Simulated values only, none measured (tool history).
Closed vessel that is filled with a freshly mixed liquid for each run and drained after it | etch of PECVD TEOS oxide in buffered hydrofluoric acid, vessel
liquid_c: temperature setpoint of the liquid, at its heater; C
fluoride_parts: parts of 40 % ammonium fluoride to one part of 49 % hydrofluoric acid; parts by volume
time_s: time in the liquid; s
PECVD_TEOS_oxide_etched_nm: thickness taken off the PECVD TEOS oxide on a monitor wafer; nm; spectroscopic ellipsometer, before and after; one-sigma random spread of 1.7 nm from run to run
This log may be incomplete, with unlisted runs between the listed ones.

run,hour,liquid_c,fluoride_parts,time_s,PECVD_TEOS_oxide_etched_nm
1,0,21,13.5,105,194.53
2,4.4,21,11.5,105,226.68
3,12.1,22.5,11.5,105,247.13
4,19.1,23.5,11.5,105,260.61
5,24.7,24.5,11.5,105,275.06
6,32,24.5,8.5,105,356.24
7,39.4,23.5,8.5,105,340.8

Run 8 is up next; what results do you expect?
8,43.4,23,8.5,105,?

PECVD_TEOS_oxide_etched_nm: 330.21 nm
